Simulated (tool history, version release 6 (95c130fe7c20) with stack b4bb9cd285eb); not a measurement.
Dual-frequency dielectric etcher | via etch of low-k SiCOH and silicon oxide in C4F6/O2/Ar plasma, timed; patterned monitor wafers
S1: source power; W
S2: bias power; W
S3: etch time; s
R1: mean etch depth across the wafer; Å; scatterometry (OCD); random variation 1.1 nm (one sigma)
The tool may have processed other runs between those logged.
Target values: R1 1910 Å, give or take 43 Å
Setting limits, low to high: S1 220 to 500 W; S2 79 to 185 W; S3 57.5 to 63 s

run 1 hour=0 | S1=360 S2=132 S3=63 | R1=1749
run 2 hour=3.1 | S1=360 S2=132 S3=57.5 | R1=1586.6
run 3 hour=11.5 | S1=300 S2=132 S3=57.5 | R1=1440.1
run 4 hour=17.6 | S1=260 S2=132 S3=57.5 | R1=1354.5
run 5 hour=24.9 | S1=260 S2=124 S3=57.5 | R1=1309.5
run 6 hour=32 | S1=300 S2=126 S3=57.5 | R1=1428.9
run 7 hour=33.8 | S1=330 S2=128 S3=57.5 | R1=1503.8
run 8 hour=39.5 | S1=360 S2=130 S3=57.5 | R1=1566.8
run 9 hour=48.4 | S1=380 S2=132 S3=57.5 | R1=1629.1
run 10 hour=52.9 | S1=400 S2=133 S3=57.5 | R1=1666.8
run 11 hour=59.8 | S1=420 S2=135 S3=57.5 | R1=1708.2
run 12 hour=63 | S1=430 S2=137 S3=57.5 | R1=1735.9
run 13 hour=66.1 | S1=440 S2=139 S3=57.5 | R1=1772.7

Which single option among these 5 for the next run brings every result within its allowed miss of target? Just one does.
run A hour=69.2 | S1=400 S2=133 S3=61 | R1=?
run B hour=69.2 | S1=390 S2=126 S3=60 | R1=?
run C hour=69.2 | S1=500 S2=131 S3=59.5 | R1=?
run D hour=69.2 | S1=420 S2=130 S3=61 | R1=?
run E hour=69.2 | S1=380 S2=133 S3=58.5 | R1=?

move=A R1=1791.3
move=B R1=1715.8
move=C R1=1934.3
move=D R1=1822.8
move=E R1=1675.7
A: closes in on the targets versus the last run, not all within tolerance yet
B: misses by more than the last run did
C: all results in spec
D: closes in on the targets versus the last run, not all within tolerance yet
E: misses by more than the last run did
The right move is C.
